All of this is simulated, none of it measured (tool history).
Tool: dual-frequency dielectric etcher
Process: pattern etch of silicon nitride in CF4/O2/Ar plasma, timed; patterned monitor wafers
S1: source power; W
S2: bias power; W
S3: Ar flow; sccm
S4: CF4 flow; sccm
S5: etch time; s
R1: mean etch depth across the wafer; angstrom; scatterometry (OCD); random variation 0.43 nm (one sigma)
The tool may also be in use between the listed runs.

run 1 hour=0.0 | S1=390 S2=60 S3=89 S4=128 S5=172.0 | R1=3125.0
run 2 hour=7.8 | S1=390 S2=65 S3=89 S4=128 S5=172.0 | R1=3231.5
run 3 hour=8.9 | S1=460 S2=65 S3=89 S4=128 S5=172.0 | R1=3653.3
run 4 hour=16.5 | S1=460 S2=65 S3=89 S4=128 S5=179.0 | R1=3816.5
run 5 hour=20.9 | S1=410 S2=59 S3=93 S4=123 S5=177.5 | R1=3289.7
run 6 hour=25.7 | S1=380 S2=55 S3=96 S4=119 S5=176.5 | R1=2982.3
run 7 hour=32.3 | S1=300 S2=43 S3=101 S4=111 S5=172.0 | R1=2171.6

Run 8 comes next. What will it give?
run 8 hour=35.0 | S1=290 S2=43 S3=101 S4=111 S5=172.0 | R1=?

R1: 2113.7 angstrom
